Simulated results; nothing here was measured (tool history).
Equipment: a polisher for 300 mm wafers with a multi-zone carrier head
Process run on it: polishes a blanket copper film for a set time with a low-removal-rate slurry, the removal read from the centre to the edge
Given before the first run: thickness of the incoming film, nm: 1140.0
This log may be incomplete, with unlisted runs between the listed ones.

| run | day | flow of slurry (ml/min) | pressure of the head's centre zone | pressure of the head's middle zone | pressure of the head's edge zone | abrasive content of the slurry | polishing time (s) | film removed at the wafer's centre (Å) | film removed at mid-radius (Å) | film removed at the wafer's edge (Å) |
|---|---|---|---|---|---|---|---|---|---|---|
| 1 | 0 | 220 | 1 | 1 | 1 | 1 | 87 | 2381.8 | 2341.2 | 2307.6 |
| 2 | 0.225 | 220 | 0.99 | 1 | 1.03 | 1.1 | 90 | 2517.4 | 2463.5 | 2488.6 |
| 3 | 0.262 | 220 | 0.99 | 1 | 1.03 | 1.1 | 79 | 2179.5 | 2161.8 | 2181.1 |
| 4 | 0.338 | 220 | 0.98 | 1.01 | 1.06 | 1.2 | 83 | 2330.8 | 2332 | 2326.7 |
| 5 | 0.667 | 220 | 0.96 | 1 | 1.08 | 1.25 | 88 | 2457.2 | 2470.8 | 2581.4 |
| 6 | 0.846 | 240 | 0.96 | 1 | 1.08 | 1.25 | 88 | 2478.1 | 2548.2 | 2590.6 |
| 7 | 1.021 | 250 | 0.96 | 1 | 1.1 | 1.3 | 90 | 2534.9 | 2563.2 | 2703.1 |
| 8 | 1.383 | 250 | 0.95 | 1.01 | 1.11 | 1.35 | 92 | 2565.5 | 2629.6 | 2866.2 |

Run 9 has not been measured yet. What should we expect?
| 9 | 1.554 | 250 | 0.96 | 1.03 | 1.11 | 1.4 | 93 | ? | ? | ? |

Run 9 yielded film removed at the wafer's centre (Å) 2660.9, film removed at mid-radius (Å) 2821, film removed at the wafer's edge (Å) 2899.6.

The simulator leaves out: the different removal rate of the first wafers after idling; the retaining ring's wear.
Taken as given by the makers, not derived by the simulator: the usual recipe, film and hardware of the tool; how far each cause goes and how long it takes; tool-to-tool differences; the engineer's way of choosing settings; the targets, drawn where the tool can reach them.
